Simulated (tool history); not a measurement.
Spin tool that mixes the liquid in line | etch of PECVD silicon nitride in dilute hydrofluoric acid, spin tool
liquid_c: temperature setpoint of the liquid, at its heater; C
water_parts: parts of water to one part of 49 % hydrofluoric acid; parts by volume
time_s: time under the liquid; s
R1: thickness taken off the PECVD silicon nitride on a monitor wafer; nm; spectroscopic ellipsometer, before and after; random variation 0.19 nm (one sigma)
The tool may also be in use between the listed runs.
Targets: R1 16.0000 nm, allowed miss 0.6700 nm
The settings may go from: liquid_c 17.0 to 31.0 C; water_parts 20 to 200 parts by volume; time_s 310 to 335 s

run 1 hour=0.0 | liquid_c=23.0 water_parts=110 time_s=310 | R1=5.5220
run 2 hour=5.4 | liquid_c=23.0 water_parts=110 time_s=310 | R1=5.4405
run 3 hour=10.4 | liquid_c=24.5 water_parts=100 time_s=310 | R1=6.6487
run 4 hour=17.0 | liquid_c=23.0 water_parts=100 time_s=310 | R1=6.1008
run 5 hour=23.9 | liquid_c=23.0 water_parts=80 time_s=310 | R1=7.4298
run 6 hour=31.1 | liquid_c=21.0 water_parts=80 time_s=310 | R1=6.6014
run 7 hour=33.3 | liquid_c=22.5 water_parts=75 time_s=310 | R1=7.7068
run 8 hour=37.4 | liquid_c=24.0 water_parts=70 time_s=310 | R1=9.3505
run 9 hour=40.4 | liquid_c=28.0 water_parts=65 time_s=310 | R1=12.5000
run 10 hour=48.2 | liquid_c=28.5 water_parts=65 time_s=310 | R1=13.3170
run 11 hour=49.6 | liquid_c=29.0 water_parts=65 time_s=310 | R1=13.5790
run 12 hour=51.2 | liquid_c=31.0 water_parts=60 time_s=310 | R1=16.6890

4 next moves are on the table. One of them brings every result within its allowed miss. Which?
run A hour=52.8 | liquid_c=31.0 water_parts=60 time_s=325 | R1=?
run B hour=52.8 | liquid_c=30.5 water_parts=65 time_s=330 | R1=?
run C hour=52.8 | liquid_c=30.5 water_parts=55 time_s=325 | R1=?
run D hour=52.8 | liquid_c=30.5 water_parts=60 time_s=330 | R1=?

move=A R1=17.3190
move=B R1=15.7280
move=C R1=18.2910
move=D R1=17.0340
A: further off than the last run
B: meets every target
C: further off than the last run
D: further off than the last run
The right move is B.

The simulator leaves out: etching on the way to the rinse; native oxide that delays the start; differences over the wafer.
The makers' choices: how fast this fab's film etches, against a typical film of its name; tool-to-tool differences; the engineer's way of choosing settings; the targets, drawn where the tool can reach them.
